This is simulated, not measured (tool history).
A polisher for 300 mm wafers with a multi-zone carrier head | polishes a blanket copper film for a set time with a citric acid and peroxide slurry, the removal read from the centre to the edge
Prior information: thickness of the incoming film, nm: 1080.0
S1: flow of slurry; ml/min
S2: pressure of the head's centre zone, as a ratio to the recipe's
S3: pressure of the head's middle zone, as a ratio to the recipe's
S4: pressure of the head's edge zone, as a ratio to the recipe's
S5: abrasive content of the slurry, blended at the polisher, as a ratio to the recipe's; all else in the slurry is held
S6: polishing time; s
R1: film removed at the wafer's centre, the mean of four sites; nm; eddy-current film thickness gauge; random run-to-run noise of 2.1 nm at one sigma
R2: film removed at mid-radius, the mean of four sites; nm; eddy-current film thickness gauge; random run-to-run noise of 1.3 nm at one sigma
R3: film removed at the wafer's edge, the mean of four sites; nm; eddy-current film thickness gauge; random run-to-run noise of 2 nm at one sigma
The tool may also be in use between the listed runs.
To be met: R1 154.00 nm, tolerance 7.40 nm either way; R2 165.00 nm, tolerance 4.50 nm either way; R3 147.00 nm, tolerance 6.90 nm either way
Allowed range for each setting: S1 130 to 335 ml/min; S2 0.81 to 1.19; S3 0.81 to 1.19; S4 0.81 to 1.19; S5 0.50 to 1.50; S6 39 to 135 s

run	day	S1	S2	S3	S4	S5	S6	R1	R2	R3
1	0.000	215	1.00	1.00	1.00	1.00	87	131.38	129.54	129.91
2	0.033	215	1.00	1.00	1.00	1.15	87	138.63	134.67	131.74
3	0.058	215	1.00	1.06	1.00	1.15	87	137.98	144.60	129.34
4	0.242	215	1.00	1.06	1.00	1.00	87	136.07	136.46	128.15
5	0.471	235	1.00	1.06	1.00	1.00	87	134.96	139.32	128.34
6	0.808	240	1.01	1.08	1.04	1.05	88	139.57	143.74	136.70
7	1.017	250	1.02	1.11	1.05	1.10	88	146.93	154.55	141.62
8	1.271	265	1.02	1.12	1.05	1.10	88	145.28	156.42	145.57
9	1.304	270	1.03	1.13	1.04	1.10	88	148.09	156.42	140.82
10	1.671	275	1.04	1.14	1.05	1.10	88	153.88	160.44	139.26
11	1.792	280	1.04	1.14	1.06	1.10	88	151.08	157.73	140.90

Which one of the following 4 next-run settings gets every result inside its allowed miss? There is exactly one.
A	1.912	290	1.01	1.08	1.14	0.95	91	?	?	?
B	1.912	320	1.05	1.16	1.08	1.35	82	?	?	?
C	1.912	300	1.16	1.08	1.04	1.00	86	?	?	?
D	1.912	300	0.94	1.06	1.08	1.15	90	?	?	?

move	R1	R2	R3
A	149.12	150.01	145.66
B	156.99	161.03	142.30
C	165.48	144.60	133.94
D	145.64	154.99	148.51
A: lands further from the targets than the last run did
B: hits every target within its allowed miss
C: lands further from the targets than the last run did
D: lands further from the targets than the last run did
Go with B: it meets all targets.
